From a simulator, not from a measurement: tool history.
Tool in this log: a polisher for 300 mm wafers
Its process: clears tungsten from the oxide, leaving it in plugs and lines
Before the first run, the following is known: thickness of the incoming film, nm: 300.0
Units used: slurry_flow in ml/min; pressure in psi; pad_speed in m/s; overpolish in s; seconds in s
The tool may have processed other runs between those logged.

{"run": 1, "day": 0.0, "slurry_flow": 185, "pressure": 2.3, "pad_speed": 1.04, "slurry_solids": 1.0, "overpolish": 4, "seconds": 81.154}
{"run": 2, "day": 0.346, "slurry_flow": 185, "pressure": 2.3, "pad_speed": 1.04, "slurry_solids": 1.2, "overpolish": 4, "seconds": 77.937}
{"run": 3, "day": 0.392, "slurry_flow": 185, "pressure": 2.1, "pad_speed": 1.02, "slurry_solids": 1.2, "overpolish": 4, "seconds": 86.184}
{"run": 4, "day": 0.592, "slurry_flow": 185, "pressure": 2.1, "pad_speed": 0.92, "slurry_solids": 1.2, "overpolish": 4, "seconds": 96.836}
{"run": 5, "day": 0.838, "slurry_flow": 185, "pressure": 2.1, "pad_speed": 0.92, "slurry_solids": 1.4, "overpolish": 4, "seconds": 94.193}
{"run": 6, "day": 1.146, "slurry_flow": 185, "pressure": 2.0, "pad_speed": 0.92, "slurry_solids": 1.4, "overpolish": 4, "seconds": 96.996}

Expected results for the next run?
{"run": 7, "day": 1.229, "slurry_flow": 185, "pressure": 1.9, "pad_speed": 0.92, "slurry_solids": 1.4, "overpolish": 4, "seconds": "?"}

Logged for run 7: seconds 98.318 s.
